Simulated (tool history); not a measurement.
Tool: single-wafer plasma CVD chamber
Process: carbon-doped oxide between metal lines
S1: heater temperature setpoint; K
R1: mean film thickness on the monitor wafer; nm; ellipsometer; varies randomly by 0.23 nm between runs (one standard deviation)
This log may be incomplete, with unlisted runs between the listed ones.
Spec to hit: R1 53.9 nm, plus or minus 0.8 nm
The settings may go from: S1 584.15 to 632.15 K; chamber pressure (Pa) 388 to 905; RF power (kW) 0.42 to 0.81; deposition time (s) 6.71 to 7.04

{"run": 1, "hour": 0.0, "S1": 608.15, "chamber pressure (Pa)": 647, "RF power (kW)": 0.615, "deposition time (s)": 7.04, "R1": 45.512}
{"run": 2, "hour": 7.9, "S1": 606.15, "chamber pressure (Pa)": 667, "RF power (kW)": 0.62, "deposition time (s)": 7.04, "R1": 46.025}
{"run": 3, "hour": 16.0, "S1": 606.15, "chamber pressure (Pa)": 667, "RF power (kW)": 0.545, "deposition time (s)": 7.04, "R1": 43.198}
{"run": 4, "hour": 18.1, "S1": 604.15, "chamber pressure (Pa)": 685, "RF power (kW)": 0.56, "deposition time (s)": 7.04, "R1": 44.517}
{"run": 5, "hour": 22.9, "S1": 604.15, "chamber pressure (Pa)": 685, "RF power (kW)": 0.65, "deposition time (s)": 7.04, "R1": 47.915}
{"run": 6, "hour": 25.5, "S1": 603.15, "chamber pressure (Pa)": 703, "RF power (kW)": 0.655, "deposition time (s)": 7.04, "R1": 48.683}
{"run": 7, "hour": 33.2, "S1": 602.15, "chamber pressure (Pa)": 715, "RF power (kW)": 0.655, "deposition time (s)": 7.04, "R1": 48.63}
{"run": 8, "hour": 39.1, "S1": 601.15, "chamber pressure (Pa)": 728, "RF power (kW)": 0.66, "deposition time (s)": 7.04, "R1": 49.104}
{"run": 9, "hour": 42.4, "S1": 600.15, "chamber pressure (Pa)": 740, "RF power (kW)": 0.665, "deposition time (s)": 7.04, "R1": 50.121}
{"run": 10, "hour": 46.5, "S1": 599.15, "chamber pressure (Pa)": 747, "RF power (kW)": 0.665, "deposition time (s)": 7.04, "R1": 50.406}
{"run": 11, "hour": 49.8, "S1": 598.15, "chamber pressure (Pa)": 752, "RF power (kW)": 0.665, "deposition time (s)": 7.04, "R1": 50.244}
{"run": 12, "hour": 54.4, "S1": 597.15, "chamber pressure (Pa)": 763, "RF power (kW)": 0.665, "deposition time (s)": 7.04, "R1": 50.744}
{"run": 13, "hour": 57.2, "S1": 596.15, "chamber pressure (Pa)": 769, "RF power (kW)": 0.665, "deposition time (s)": 7.04, "R1": 50.991}
{"run": 14, "hour": 58.3, "S1": 595.15, "chamber pressure (Pa)": 776, "RF power (kW)": 0.665, "deposition time (s)": 7.04, "R1": 50.837}
{"run": 15, "hour": 61.8, "S1": 595.15, "chamber pressure (Pa)": 776, "RF power (kW)": 0.665, "deposition time (s)": 7.04, "R1": 50.921}
{"run": 16, "hour": 62.8, "S1": 594.15, "chamber pressure (Pa)": 787, "RF power (kW)": 0.665, "deposition time (s)": 7.04, "R1": 51.64}
{"run": 17, "hour": 68.1, "S1": 593.15, "chamber pressure (Pa)": 791, "RF power (kW)": 0.665, "deposition time (s)": 7.04, "R1": 51.5}
{"run": 18, "hour": 72.3, "S1": 592.15, "chamber pressure (Pa)": 799, "RF power (kW)": 0.665, "deposition time (s)": 7.04, "R1": 51.775}
{"run": 19, "hour": 77.1, "S1": 592.15, "chamber pressure (Pa)": 799, "RF power (kW)": 0.665, "deposition time (s)": 7.04, "R1": 51.733}
{"run": 20, "hour": 80.4, "S1": 592.15, "chamber pressure (Pa)": 805, "RF power (kW)": 0.665, "deposition time (s)": 7.04, "R1": 51.967}

5 candidate next runs follow, results not yet known. Just one meets every target within its allowed miss. Identify it.
{"run": "A", "hour": 83.7, "S1": 592.15, "chamber pressure (Pa)": 839, "RF power (kW)": 0.665, "deposition time (s)": 6.91, "R1": "?"}
{"run": "B", "hour": 83.7, "S1": 584.15, "chamber pressure (Pa)": 873, "RF power (kW)": 0.67, "deposition time (s)": 7.04, "R1": "?"}
{"run": "C", "hour": 83.7, "S1": 590.15, "chamber pressure (Pa)": 832, "RF power (kW)": 0.655, "deposition time (s)": 6.71, "R1": "?"}
{"run": "D", "hour": 83.7, "S1": 592.15, "chamber pressure (Pa)": 808, "RF power (kW)": 0.645, "deposition time (s)": 6.87, "R1": "?"}
{"run": "E", "hour": 83.7, "S1": 592.15, "chamber pressure (Pa)": 809, "RF power (kW)": 0.61, "deposition time (s)": 6.91, "R1": "?"}

move=A R1=51.253
move=B R1=54.125
move=C R1=49.687
move=D R1=49.958
move=E R1=48.725
A: its largest miss is bigger than the last run's
B: in spec on every target
C: its largest miss is bigger than the last run's
D: its largest miss is bigger than the last run's
E: its largest miss is bigger than the last run's
The move that meets every target is B.
